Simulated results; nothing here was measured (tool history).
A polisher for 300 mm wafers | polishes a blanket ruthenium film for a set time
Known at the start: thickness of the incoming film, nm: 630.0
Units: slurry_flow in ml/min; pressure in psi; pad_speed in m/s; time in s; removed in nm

Run 1, day 0: slurry_flow 120 ml/min, pressure 1.7 psi, pad_speed 1.26 m/s, time 50 s. Result: removed 72.764 nm.
Run 2, day 0.142: slurry_flow 125 ml/min, pressure 1.9 psi, pad_speed 1.28 m/s, time 50 s. Result: removed 84.564 nm.
Run 3, day 0.221: slurry_flow 95 ml/min, pressure 1.9 psi, pad_speed 1.28 m/s, time 50 s. Result: removed 78.744 nm.
Run 4, day 0.483: slurry_flow 115 ml/min, pressure 1.9 psi, pad_speed 1.28 m/s, time 50 s. Result: removed 81.741 nm.
Run 5, day 0.596: slurry_flow 115 ml/min, pressure 1.9 psi, pad_speed 1.28 m/s, time 50 s. Result: removed 82.048 nm.
Run 6, day 0.683: slurry_flow 115 ml/min, pressure 2.1 psi, pad_speed 1.28 m/s, time 50 s. Result: removed 91.124 nm.
Run 7, day 0.8: slurry_flow 115 ml/min, pressure 2.1 psi, pad_speed 1.28 m/s, time 50 s. Result: removed 90.393 nm.
Run 8, day 0.883: slurry_flow 120 ml/min, pressure 2.2 psi, pad_speed 1.28 m/s, time 50 s. Result: removed 97.093 nm.
Run 9, day 1.125: slurry_flow 125 ml/min, pressure 2.3 psi, pad_speed 1.28 m/s, time 50 s. Result: removed 100.07 nm.
Run 10, day 1.217: slurry_flow 125 ml/min, pressure 2.4 psi, pad_speed 1.28 m/s, time 50 s. Result: removed 104.53 nm.

Forecast run 11:
Run 11, day 1.483: slurry_flow 125 ml/min, pressure 2.5 psi, pad_speed 1.28 m/s, time 50 s. Result: removed ?.

removed: 108.29 nm
